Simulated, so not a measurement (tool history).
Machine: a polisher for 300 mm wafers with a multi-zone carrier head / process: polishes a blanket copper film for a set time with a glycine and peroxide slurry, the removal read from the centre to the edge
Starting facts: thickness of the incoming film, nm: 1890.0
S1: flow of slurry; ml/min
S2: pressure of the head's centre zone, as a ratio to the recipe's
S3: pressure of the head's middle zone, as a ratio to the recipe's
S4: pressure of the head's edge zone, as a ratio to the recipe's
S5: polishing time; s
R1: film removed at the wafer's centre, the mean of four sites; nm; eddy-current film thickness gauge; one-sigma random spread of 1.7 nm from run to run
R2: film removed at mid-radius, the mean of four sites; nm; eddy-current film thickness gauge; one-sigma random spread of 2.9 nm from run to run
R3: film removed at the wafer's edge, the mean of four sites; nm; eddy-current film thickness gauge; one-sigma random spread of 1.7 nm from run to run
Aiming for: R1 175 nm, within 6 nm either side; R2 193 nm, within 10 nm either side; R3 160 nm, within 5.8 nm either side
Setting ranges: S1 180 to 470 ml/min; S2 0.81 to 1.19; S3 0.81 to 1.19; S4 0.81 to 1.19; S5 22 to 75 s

run	day	S1	S2	S3	S4	S5	R1	R2	R3
1	0	300	1	1	1	48	240.23	244.36	238
2	0.167	300	1	1	0.94	48	242.54	248.47	233.5
3	0.475	270	1	1	0.94	48	238.31	244.95	224.37
4	0.608	270	1	1	0.94	58	291.25	298.98	282.48
5	0.8	255	0.99	1	0.92	53	262.74	274.29	249.49
6	0.904	255	1.07	1	0.92	53	278.57	266.87	249.6
7	1.004	245	1.04	1	0.91	49	249.84	247.33	221.05
8	1.342	235	1.01	0.99	0.9	46	226.72	228.97	210.76
9	1.638	230	1	1	0.89	43	209.69	213.14	195.48
10	1.696	225	0.99	1.02	0.87	41	197.91	199.8	184.32
11	1.817	215	0.98	1.06	0.86	40	189.26	203.24	174.72
12	2.179	210	0.98	1.07	0.85	39	183.52	198.69	170.87
13	2.275	205	0.98	1.08	0.84	39	182.62	205.7	172.82
14	2.35	205	0.98	1.08	0.84	39	184.7	202.7	169.54
15	2.575	205	0.98	1.08	0.84	39	182.36	203.7	172.92
16	2.75	205	0.99	1.08	0.83	38	180.8	192.56	162

4 next moves are on the table. One of them brings every result within its allowed miss. Which?
A	2.925	190	0.9	1.11	0.85	39	?	?	?
B	2.925	220	1.08	1.04	0.83	35	?	?	?
C	2.925	185	1.04	0.95	0.89	39	?	?	?
D	2.925	310	0.98	1.07	0.83	35	?	?	?

move	R1	R2	R3
A	168.65	206.41	171.14
B	186.98	180.48	154.94
C	193.8	182.26	174.42
D	177.99	192.76	160.06
A: pushes the last run's worst result past its target
B: lands further from the targets than the last run did
C: lands further from the targets than the last run did
D: every result lands within tolerance
The right move is D.

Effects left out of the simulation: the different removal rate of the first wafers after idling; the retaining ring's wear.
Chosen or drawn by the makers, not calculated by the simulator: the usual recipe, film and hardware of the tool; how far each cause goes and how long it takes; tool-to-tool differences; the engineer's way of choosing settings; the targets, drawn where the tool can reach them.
